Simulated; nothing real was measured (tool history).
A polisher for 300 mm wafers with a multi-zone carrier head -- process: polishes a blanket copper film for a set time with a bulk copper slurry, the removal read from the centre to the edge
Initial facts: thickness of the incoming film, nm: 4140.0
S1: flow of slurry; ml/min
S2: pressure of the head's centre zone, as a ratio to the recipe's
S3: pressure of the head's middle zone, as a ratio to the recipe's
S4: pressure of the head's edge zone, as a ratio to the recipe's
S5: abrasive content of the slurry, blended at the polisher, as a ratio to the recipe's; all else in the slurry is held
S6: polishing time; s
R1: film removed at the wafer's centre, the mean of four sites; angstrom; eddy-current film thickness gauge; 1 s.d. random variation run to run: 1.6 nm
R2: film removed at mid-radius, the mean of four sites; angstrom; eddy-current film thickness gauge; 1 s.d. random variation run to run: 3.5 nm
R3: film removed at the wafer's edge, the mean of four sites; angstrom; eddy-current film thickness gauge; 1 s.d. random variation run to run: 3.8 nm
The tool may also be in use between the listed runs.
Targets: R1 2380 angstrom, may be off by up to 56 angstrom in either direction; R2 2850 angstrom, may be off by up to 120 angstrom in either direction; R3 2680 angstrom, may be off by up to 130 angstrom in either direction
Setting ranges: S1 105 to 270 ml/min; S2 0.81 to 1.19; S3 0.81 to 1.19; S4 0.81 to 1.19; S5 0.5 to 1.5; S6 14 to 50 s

run 1 hour=0 | S1=175 S2=1 S3=1 S4=1 S5=1 S6=32 | R1=3720.4 R2=3690.4 R3=3814
run 2 hour=7.8 | S1=170 S2=0.96 S3=1 S4=0.96 S5=0.9 S6=31 | R1=3347.2 R2=3522.1 R3=3485.1
run 3 hour=14 | S1=190 S2=0.96 S3=1 S4=0.96 S5=0.9 S6=31 | R1=3480.9 R2=3643.3 R3=3513.2
run 4 hour=19.2 | S1=190 S2=0.96 S3=0.96 S4=0.96 S5=0.9 S6=31 | R1=3410.8 R2=3458.9 R3=3443.5
run 5 hour=22.5 | S1=175 S2=0.92 S3=0.95 S4=0.93 S5=0.8 S6=31 | R1=3164.4 R2=3294.9 R3=3363.9
run 6 hour=29.4 | S1=205 S2=0.92 S3=0.95 S4=0.93 S5=0.8 S6=31 | R1=3272.3 R2=3446.1 R3=3370.4
run 7 hour=35.1 | S1=200 S2=0.89 S3=0.95 S4=0.91 S5=0.75 S6=30 | R1=3018.2 R2=3324.1 R3=3385.1
run 8 hour=39.1 | S1=205 S2=0.89 S3=0.96 S4=0.89 S5=0.7 S6=28 | R1=2785.8 R2=2962.8 R3=3001.4
run 9 hour=40.9 | S1=200 S2=0.88 S3=1 S4=0.87 S5=0.65 S6=28 | R1=2741.6 R2=3145.1 R3=2976.9
run 10 hour=42.3 | S1=190 S2=0.87 S3=1 S4=0.86 S5=0.6 S6=28 | R1=2650.4 R2=3090.8 R3=2871.7
run 11 hour=42.8 | S1=175 S2=0.86 S3=0.99 S4=0.85 S5=0.6 S6=28 | R1=2568.6 R2=2972.6 R3=2834.3

Of the 5 settings listed for the next run, only one would bring every result within its allowed miss of target. Which one?
run A hour=43.3 | S1=210 S2=0.86 S3=0.89 S4=0.92 S5=0.55 S6=30 | R1=? R2=? R3=?
run B hour=43.3 | S1=180 S2=0.83 S3=1.07 S4=0.81 S5=0.75 S6=26 | R1=? R2=? R3=?
run C hour=43.3 | S1=145 S2=0.92 S3=0.9 S4=0.96 S5=0.75 S6=28 | R1=? R2=? R3=?
run D hour=43.3 | S1=165 S2=0.85 S3=1 S4=0.86 S5=0.55 S6=27 | R1=? R2=? R3=?
run E hour=43.3 | S1=155 S2=0.81 S3=0.99 S4=0.93 S5=0.65 S6=29 | R1=? R2=? R3=?

move=A R1=2831 R2=3011.2 R3=3172.1
move=B R1=2401.2 R2=3098.4 R3=2664.2
move=C R1=2723 R2=2756.4 R3=2991.8
move=D R1=2398.2 R2=2860 R3=2684.8
move=E R1=2472.5 R2=3075.6 R3=3021.3
A: its largest miss is bigger than the last run's
B: brings the last run's worst result on target, with another outside its allowed miss
C: its largest miss is bigger than the last run's
D: all results in spec
E: nearer than the last run, and not there yet
Answer: D

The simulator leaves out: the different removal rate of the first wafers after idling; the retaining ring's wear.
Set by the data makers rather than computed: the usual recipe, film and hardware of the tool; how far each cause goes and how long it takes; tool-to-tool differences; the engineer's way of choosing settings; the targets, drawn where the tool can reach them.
